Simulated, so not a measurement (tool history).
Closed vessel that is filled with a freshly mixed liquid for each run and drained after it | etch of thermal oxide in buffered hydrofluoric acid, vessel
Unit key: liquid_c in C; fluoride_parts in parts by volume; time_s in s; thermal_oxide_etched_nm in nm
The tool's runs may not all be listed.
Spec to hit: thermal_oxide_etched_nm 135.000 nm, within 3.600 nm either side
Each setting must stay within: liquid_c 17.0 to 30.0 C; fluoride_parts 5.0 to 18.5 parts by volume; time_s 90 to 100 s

| run | hour | liquid_c | fluoride_parts | time_s | thermal_oxide_etched_nm |
|---|---|---|---|---|---|
| 1 | 0.0 | 22.0 | 11.5 | 90 | 73.823 |
| 2 | 7.0 | 22.0 | 10.0 | 90 | 83.556 |
| 3 | 9.5 | 18.5 | 10.0 | 90 | 68.966 |
| 4 | 12.7 | 21.5 | 10.0 | 90 | 81.647 |
| 5 | 16.4 | 19.0 | 10.0 | 90 | 71.047 |
| 6 | 24.4 | 20.5 | 10.0 | 90 | 76.934 |
| 7 | 33.3 | 22.0 | 10.0 | 90 | 82.493 |
| 8 | 40.9 | 23.0 | 10.0 | 90 | 87.095 |
| 9 | 45.5 | 24.0 | 10.0 | 90 | 94.735 |
| 10 | 52.3 | 24.0 | 10.0 | 90 | 93.813 |
| 11 | 59.8 | 25.0 | 10.0 | 90 | 98.618 |
| 12 | 61.3 | 26.0 | 10.0 | 90 | 104.170 |

Below are 4 possible settings for the next run. Only one of them brings all results inside the allowed miss of their targets. Which is it?
| A | 62.8 | 29.5 | 10.0 | 90 | ? |
| B | 62.8 | 22.0 | 10.0 | 95 | ? |
| C | 62.8 | 27.0 | 9.5 | 100 | ? |
| D | 62.8 | 23.0 | 7.0 | 100 | ? |

| move | thermal_oxide_etched_nm |
|---|---|
| A | 124.440 |
| B | 87.658 |
| C | 127.290 |
| D | 135.200 |
A: an improvement on the last run, though not all results are within tolerance
B: further off than the last run
C: an improvement on the last run, though not all results are within tolerance
D: every result lands within tolerance
D meets every target.
